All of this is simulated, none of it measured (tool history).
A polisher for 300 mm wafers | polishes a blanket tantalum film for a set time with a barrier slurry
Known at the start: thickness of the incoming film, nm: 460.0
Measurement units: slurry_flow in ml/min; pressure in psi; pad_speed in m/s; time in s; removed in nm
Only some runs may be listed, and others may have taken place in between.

| run | day | slurry_flow | pressure | pad_speed | slurry_solids | time | removed |
|---|---|---|---|---|---|---|---|
| 1 | 0.000 | 125 | 2.0 | 0.86 | 1.0 | 55 | 88.568 |
| 2 | 0.167 | 125 | 2.0 | 1.06 | 1.0 | 55 | 108.260 |
| 3 | 0.262 | 125 | 2.2 | 1.06 | 1.0 | 55 | 120.180 |
| 4 | 0.617 | 125 | 2.2 | 1.06 | 1.0 | 55 | 119.160 |
| 5 | 0.958 | 125 | 2.2 | 1.06 | 1.0 | 50 | 109.410 |
| 6 | 1.000 | 125 | 2.2 | 1.18 | 1.0 | 50 | 118.980 |
| 7 | 1.179 | 120 | 1.9 | 1.14 | 1.0 | 50 | 99.691 |
| 8 | 1.508 | 115 | 1.6 | 1.12 | 1.0 | 50 | 80.948 |
| 9 | 1.867 | 110 | 1.4 | 1.12 | 1.0 | 50 | 71.375 |
| 10 | 2.225 | 105 | 1.3 | 1.12 | 1.0 | 50 | 65.505 |
| 11 | 2.279 | 100 | 1.2 | 1.12 | 1.0 | 50 | 59.418 |

What will run 12 give?
| 12 | 2.442 | 95 | 1.2 | 1.12 | 1.0 | 50 | ? |

Run 12 measured removed 59.417 nm.
